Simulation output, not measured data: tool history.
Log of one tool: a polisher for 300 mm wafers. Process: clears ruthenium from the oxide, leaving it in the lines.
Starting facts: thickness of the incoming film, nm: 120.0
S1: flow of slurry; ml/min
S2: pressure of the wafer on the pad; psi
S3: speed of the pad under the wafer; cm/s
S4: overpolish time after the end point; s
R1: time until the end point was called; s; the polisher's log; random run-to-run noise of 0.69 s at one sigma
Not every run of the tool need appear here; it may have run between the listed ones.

run	hour	S1	S2	S3	S4	R1
1	0.0	195	2.0	90	29	114.65
2	2.2	195	2.0	76	29	136.92
3	9.1	165	2.0	76	29	140.02
4	9.7	170	2.1	78	29	129.76
5	16.8	130	2.1	78	29	133.71
6	23.6	130	2.1	58	29	183.18
7	27.4	140	2.2	62	29	158.82

What will run 8 give?
8	31.8	150	2.3	64	29	?

{"run 8": {"R1": 146.42}}
